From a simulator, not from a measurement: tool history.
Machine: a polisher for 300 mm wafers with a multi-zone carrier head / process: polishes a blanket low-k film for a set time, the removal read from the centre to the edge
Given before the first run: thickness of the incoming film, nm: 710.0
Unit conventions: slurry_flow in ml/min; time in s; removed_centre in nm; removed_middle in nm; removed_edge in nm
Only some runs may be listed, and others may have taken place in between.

Run 1, hour 0: slurry_flow 160 ml/min, centre_zone 1, middle_zone 1, edge_zone 1, slurry_solids 1, time 56 s. Result: removed_centre 21.422 nm, removed_middle 20.878 nm, removed_edge 21.331 nm.
Run 2, hour 1.9: slurry_flow 160 ml/min, centre_zone 1, middle_zone 1, edge_zone 1, slurry_solids 1.2, time 56 s. Result: removed_centre 22.954 nm, removed_middle 23.018 nm, removed_edge 23.694 nm.
Run 3, hour 8.7: slurry_flow 170 ml/min, centre_zone 1.03, middle_zone 1.02, edge_zone 1.02, slurry_solids 1.25, time 57 s. Result: removed_centre 25.579 nm, removed_middle 24.818 nm, removed_edge 24.252 nm.
Run 4, hour 15.2: slurry_flow 170 ml/min, centre_zone 1.03, middle_zone 1.02, edge_zone 1.03, slurry_solids 1.3, time 59 s. Result: removed_centre 26.432 nm, removed_middle 25.76 nm, removed_edge 25.77 nm.
Run 5, hour 22.2: slurry_flow 155 ml/min, centre_zone 1.03, middle_zone 1.02, edge_zone 1.03, slurry_solids 1.3, time 59 s. Result: removed_centre 25.907 nm, removed_middle 25.187 nm, removed_edge 25.875 nm.
Run 6, hour 26.9: slurry_flow 155 ml/min, centre_zone 1.03, middle_zone 1.02, edge_zone 1.03, slurry_solids 1.5, time 59 s. Result: removed_centre 27.932 nm, removed_middle 26.738 nm, removed_edge 26.782 nm.
Run 7, hour 33.6: slurry_flow 165 ml/min, centre_zone 1.04, middle_zone 1.03, edge_zone 1.05, slurry_solids 1.5, time 60 s. Result: removed_centre 28.495 nm, removed_middle 27.723 nm, removed_edge 27.999 nm.

Forecast run 8:
Run 8, hour 34.8: slurry_flow 175 ml/min, centre_zone 1.06, middle_zone 1.04, edge_zone 1.07, slurry_solids 1.5, time 61 s. Result: removed_centre ?, removed_middle ?, removed_edge ?.

removed_centre: 30.17 nm
removed_middle: 29.224 nm
removed_edge: 28.909 nm
